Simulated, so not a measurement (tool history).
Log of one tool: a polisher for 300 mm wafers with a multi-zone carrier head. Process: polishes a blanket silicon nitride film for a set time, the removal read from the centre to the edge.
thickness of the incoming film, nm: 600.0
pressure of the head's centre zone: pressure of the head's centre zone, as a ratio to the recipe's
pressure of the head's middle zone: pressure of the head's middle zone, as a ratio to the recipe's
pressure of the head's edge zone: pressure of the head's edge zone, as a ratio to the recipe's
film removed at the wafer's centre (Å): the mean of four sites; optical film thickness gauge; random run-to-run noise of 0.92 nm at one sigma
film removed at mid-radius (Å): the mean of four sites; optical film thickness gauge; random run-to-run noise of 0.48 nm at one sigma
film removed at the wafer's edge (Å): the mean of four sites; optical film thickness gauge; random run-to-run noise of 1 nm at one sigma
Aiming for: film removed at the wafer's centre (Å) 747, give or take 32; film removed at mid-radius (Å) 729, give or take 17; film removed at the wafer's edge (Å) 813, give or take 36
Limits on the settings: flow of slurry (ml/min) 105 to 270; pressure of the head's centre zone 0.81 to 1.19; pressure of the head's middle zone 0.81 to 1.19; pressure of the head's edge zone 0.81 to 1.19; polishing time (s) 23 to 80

| run | hour | flow of slurry (ml/min) | pressure of the head's centre zone | pressure of the head's middle zone | pressure of the head's edge zone | polishing time (s) | film removed at the wafer's centre (Å) | film removed at mid-radius (Å) | film removed at the wafer's edge (Å) |
|---|---|---|---|---|---|---|---|---|---|
| 1 | 0 | 175 | 1 | 1 | 1 | 51 | 634.16 | 634.75 | 613.42 |
| 2 | 4.3 | 175 | 1 | 1 | 1 | 56 | 694.02 | 694.01 | 680.21 |
| 3 | 8.2 | 210 | 1 | 1 | 1 | 56 | 720.96 | 724.21 | 705.38 |
| 4 | 10.4 | 210 | 0.96 | 1 | 1 | 56 | 684.44 | 719.14 | 698.61 |
| 5 | 15 | 210 | 0.93 | 1 | 1 | 56 | 666.61 | 718.29 | 684.94 |
| 6 | 16.4 | 210 | 0.93 | 1 | 1 | 50 | 597.13 | 643.32 | 622.43 |
| 7 | 19.2 | 220 | 0.95 | 0.99 | 1.05 | 52 | 637.01 | 665.78 | 651.92 |
| 8 | 22.8 | 180 | 0.93 | 0.89 | 1.15 | 65 | 755.49 | 754.97 | 845.06 |
| 9 | 25.3 | 175 | 0.93 | 0.89 | 1.14 | 65 | 747.28 | 747.22 | 846.84 |
| 10 | 26.4 | 175 | 0.94 | 0.89 | 1.13 | 65 | 738.82 | 746.61 | 842.3 |
| 11 | 34.4 | 175 | 0.95 | 0.89 | 1.12 | 65 | 758.38 | 752.33 | 853.2 |

Exactly one of the 5 candidate moves below puts every result within its allowed miss. Which one?
| A | 42.4 | 175 | 0.81 | 0.81 | 1.05 | 73 | ? | ? | ? |
| B | 42.4 | 145 | 0.87 | 0.85 | 1.1 | 72 | ? | ? | ? |
| C | 42.4 | 150 | 0.84 | 0.81 | 1.19 | 70 | ? | ? | ? |
| D | 42.4 | 185 | 0.99 | 0.87 | 1.12 | 66 | ? | ? | ? |
| E | 42.4 | 185 | 0.98 | 0.94 | 1.19 | 61 | ? | ? | ? |

| move | film removed at the wafer's centre (Å) | film removed at mid-radius (Å) | film removed at the wafer's edge (Å) |
|---|---|---|---|
| A | 734.41 | 783.73 | 912.09 |
| B | 753.47 | 774.65 | 900.18 |
| C | 711.35 | 733.72 | 913.83 |
| D | 820.47 | 747.9 | 854.96 |
| E | 750.9 | 728.37 | 813.65 |
A: moves away from the targets compared with the last run
B: moves away from the targets compared with the last run
C: meets the target for the result that was furthest off, but another lies outside its allowed miss
D: moves away from the targets compared with the last run
E: every result within its allowed miss
Correct choice: E, which meets every target
